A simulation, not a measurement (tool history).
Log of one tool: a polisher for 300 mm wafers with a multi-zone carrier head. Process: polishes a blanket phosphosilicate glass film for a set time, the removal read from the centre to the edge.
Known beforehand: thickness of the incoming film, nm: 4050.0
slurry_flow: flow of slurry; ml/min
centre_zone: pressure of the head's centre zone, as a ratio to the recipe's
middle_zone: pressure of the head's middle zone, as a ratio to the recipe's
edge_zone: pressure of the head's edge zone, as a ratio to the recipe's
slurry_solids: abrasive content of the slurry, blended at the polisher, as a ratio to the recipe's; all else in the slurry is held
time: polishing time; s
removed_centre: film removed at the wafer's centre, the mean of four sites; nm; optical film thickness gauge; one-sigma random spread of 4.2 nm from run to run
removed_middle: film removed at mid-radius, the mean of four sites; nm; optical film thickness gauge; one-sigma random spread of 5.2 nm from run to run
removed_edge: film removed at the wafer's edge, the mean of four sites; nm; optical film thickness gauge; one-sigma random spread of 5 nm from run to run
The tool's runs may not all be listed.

{"run": 1, "hour": 0.0, "slurry_flow": 265, "centre_zone": 1.0, "middle_zone": 1.0, "edge_zone": 1.0, "slurry_solids": 1.0, "time": 44, "removed_centre": 354.29, "removed_middle": 340.7, "removed_edge": 352.05}
{"run": 2, "hour": 7.7, "slurry_flow": 275, "centre_zone": 1.05, "middle_zone": 1.03, "edge_zone": 1.01, "slurry_solids": 1.05, "time": 44, "removed_centre": 382.85, "removed_middle": 361.88, "removed_edge": 362.94}
{"run": 3, "hour": 12.4, "slurry_flow": 275, "centre_zone": 0.98, "middle_zone": 1.03, "edge_zone": 1.01, "slurry_solids": 1.05, "time": 44, "removed_centre": 353.6, "removed_middle": 371.94, "removed_edge": 371.09}
{"run": 4, "hour": 16.4, "slurry_flow": 275, "centre_zone": 0.98, "middle_zone": 1.1, "edge_zone": 1.01, "slurry_solids": 1.05, "time": 44, "removed_centre": 362.08, "removed_middle": 381.31, "removed_edge": 363.28}
{"run": 5, "hour": 17.9, "slurry_flow": 285, "centre_zone": 1.04, "middle_zone": 1.11, "edge_zone": 1.03, "slurry_solids": 1.1, "time": 44, "removed_centre": 393.38, "removed_middle": 401.86, "removed_edge": 381.25}
{"run": 6, "hour": 26.5, "slurry_flow": 285, "centre_zone": 1.04, "middle_zone": 1.04, "edge_zone": 1.03, "slurry_solids": 1.1, "time": 44, "removed_centre": 388.84, "removed_middle": 375.35, "removed_edge": 389.84}
{"run": 7, "hour": 30.8, "slurry_flow": 285, "centre_zone": 1.04, "middle_zone": 1.04, "edge_zone": 1.03, "slurry_solids": 1.1, "time": 44, "removed_centre": 393.27, "removed_middle": 379.34, "removed_edge": 381.6}
{"run": 8, "hour": 38.1, "slurry_flow": 300, "centre_zone": 1.08, "middle_zone": 1.06, "edge_zone": 1.03, "slurry_solids": 1.1, "time": 44, "removed_centre": 409.88, "removed_middle": 391.6, "removed_edge": 384.92}

Estimate the outcome of run 9 from the log above:
{"run": 9, "hour": 44.3, "slurry_flow": 310, "centre_zone": 1.11, "middle_zone": 1.06, "edge_zone": 1.03, "slurry_solids": 1.1, "time": 44, "removed_centre": "?", "removed_middle": "?", "removed_edge": "?"}

{"run 9": {"removed_centre": 420.67, "removed_middle": 391.0, "removed_edge": 393.17}}
